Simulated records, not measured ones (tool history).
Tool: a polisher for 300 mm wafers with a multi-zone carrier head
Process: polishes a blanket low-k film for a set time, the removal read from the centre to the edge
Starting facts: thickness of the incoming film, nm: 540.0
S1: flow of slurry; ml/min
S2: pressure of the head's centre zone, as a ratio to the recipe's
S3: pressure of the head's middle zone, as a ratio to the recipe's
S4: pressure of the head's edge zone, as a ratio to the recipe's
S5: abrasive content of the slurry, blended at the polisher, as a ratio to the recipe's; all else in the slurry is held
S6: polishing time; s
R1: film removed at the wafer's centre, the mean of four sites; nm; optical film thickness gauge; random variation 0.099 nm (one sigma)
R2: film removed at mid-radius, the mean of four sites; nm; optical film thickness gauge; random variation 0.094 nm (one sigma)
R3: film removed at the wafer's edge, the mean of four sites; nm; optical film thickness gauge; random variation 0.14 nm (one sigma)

| run | hour | S1 | S2 | S3 | S4 | S5 | S6 | R1 | R2 | R3 |
|---|---|---|---|---|---|---|---|---|---|---|
| 1 | 0 | 140 | 1 | 1 | 1 | 1 | 57 | 22.181 | 22.839 | 23.032 |
| 2 | 1.7 | 140 | 1 | 1 | 1 | 1 | 49 | 19.285 | 19.367 | 19.882 |
| 3 | 9.1 | 130 | 0.97 | 0.96 | 0.96 | 0.85 | 46 | 16.082 | 16.335 | 16.676 |
| 4 | 10.5 | 130 | 0.97 | 0.87 | 0.96 | 0.85 | 46 | 16.175 | 15.133 | 16.741 |
| 5 | 14.9 | 130 | 0.97 | 0.87 | 1.01 | 0.85 | 46 | 16.246 | 15.353 | 16.639 |
| 6 | 20.6 | 95 | 0.97 | 0.87 | 1.01 | 0.85 | 46 | 15.008 | 13.969 | 16.22 |
| 7 | 22.8 | 95 | 0.96 | 0.86 | 0.99 | 0.75 | 45 | 13.993 | 13.045 | 15.073 |

Run 8 comes next. What will it give?
| 8 | 25.6 | 100 | 0.95 | 0.85 | 0.97 | 0.65 | 44 | ? | ? | ? |

Run 8 produced R1 12.675 nm, R2 12.19 nm, R3 13.389 nm.

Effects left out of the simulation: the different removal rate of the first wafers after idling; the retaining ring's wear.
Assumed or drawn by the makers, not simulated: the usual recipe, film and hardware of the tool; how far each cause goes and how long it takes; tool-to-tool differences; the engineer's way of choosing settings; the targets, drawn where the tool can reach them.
